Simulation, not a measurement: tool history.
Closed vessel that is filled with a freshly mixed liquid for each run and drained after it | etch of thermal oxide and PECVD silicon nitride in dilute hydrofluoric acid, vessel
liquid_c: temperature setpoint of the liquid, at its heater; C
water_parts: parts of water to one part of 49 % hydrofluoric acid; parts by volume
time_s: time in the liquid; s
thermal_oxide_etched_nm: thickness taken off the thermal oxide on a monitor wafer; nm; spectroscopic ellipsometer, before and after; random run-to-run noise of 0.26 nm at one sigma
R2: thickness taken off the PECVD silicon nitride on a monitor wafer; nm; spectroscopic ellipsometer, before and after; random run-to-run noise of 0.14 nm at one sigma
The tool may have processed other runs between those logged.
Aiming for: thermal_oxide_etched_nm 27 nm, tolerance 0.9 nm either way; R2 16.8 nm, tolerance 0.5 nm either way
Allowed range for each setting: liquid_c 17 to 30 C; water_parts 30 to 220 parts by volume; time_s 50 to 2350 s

{"run": 1, "hour": 0.0, "liquid_c": 22, "water_parts": 125, "time_s": 1200, "thermal_oxide_etched_nm": 48.26, "R2": 29.686}
{"run": 2, "hour": 8.3, "liquid_c": 24, "water_parts": 125, "time_s": 1200, "thermal_oxide_etched_nm": 51.327, "R2": 33.734}
{"run": 3, "hour": 15.0, "liquid_c": 22.5, "water_parts": 145, "time_s": 1215, "thermal_oxide_etched_nm": 42.175, "R2": 27.243}
{"run": 4, "hour": 17.1, "liquid_c": 22.5, "water_parts": 145, "time_s": 915, "thermal_oxide_etched_nm": 31.482, "R2": 20.712}
{"run": 5, "hour": 20.4, "liquid_c": 22.5, "water_parts": 145, "time_s": 1205, "thermal_oxide_etched_nm": 42.516, "R2": 27.009}
{"run": 6, "hour": 22.3, "liquid_c": 22, "water_parts": 160, "time_s": 1205, "thermal_oxide_etched_nm": 35.993, "R2": 23.553}
{"run": 7, "hour": 23.5, "liquid_c": 22, "water_parts": 160, "time_s": 1205, "thermal_oxide_etched_nm": 36.449, "R2": 23.465}
{"run": 8, "hour": 25.3, "liquid_c": 21, "water_parts": 170, "time_s": 1210, "thermal_oxide_etched_nm": 32.901, "R2": 20.92}
{"run": 9, "hour": 28.4, "liquid_c": 20.5, "water_parts": 175, "time_s": 1215, "thermal_oxide_etched_nm": 30.66, "R2": 19.857}
{"run": 10, "hour": 37.8, "liquid_c": 19.5, "water_parts": 175, "time_s": 1220, "thermal_oxide_etched_nm": 29.746, "R2": 18.801}
{"run": 11, "hour": 44.2, "liquid_c": 19.5, "water_parts": 175, "time_s": 1220, "thermal_oxide_etched_nm": 30.12, "R2": 18.781}
{"run": 12, "hour": 46.0, "liquid_c": 19, "water_parts": 180, "time_s": 1225, "thermal_oxide_etched_nm": 28.852, "R2": 17.39}
{"run": 13, "hour": 48.5, "liquid_c": 20, "water_parts": 195, "time_s": 1240, "thermal_oxide_etched_nm": 27.269, "R2": 17.73}

Which of these 4 next moves meets every target?
{"run": "A", "hour": 51.0, "liquid_c": 19, "water_parts": 195, "time_s": 1260, "thermal_oxide_etched_nm": "?", "R2": "?"}
{"run": "B", "hour": 51.0, "liquid_c": 21.5, "water_parts": 155, "time_s": 905, "thermal_oxide_etched_nm": "?", "R2": "?"}
{"run": "C", "hour": 51.0, "liquid_c": 18, "water_parts": 195, "time_s": 1465, "thermal_oxide_etched_nm": "?", "R2": "?"}
{"run": "D", "hour": 51.0, "liquid_c": 19, "water_parts": 190, "time_s": 1345, "thermal_oxide_etched_nm": "?", "R2": "?"}

move=A thermal_oxide_etched_nm=26.744 R2=16.624
move=B thermal_oxide_etched_nm=27.699 R2=17.631
move=C thermal_oxide_etched_nm=29.884 R2=18.076
move=D thermal_oxide_etched_nm=29.43 R2=18.197
A: hits every target within its allowed miss
B: moves toward the targets from the last run without getting all of them in spec
C: its largest miss is bigger than the last run's
D: its largest miss is bigger than the last run's
Go with A: it meets all targets.
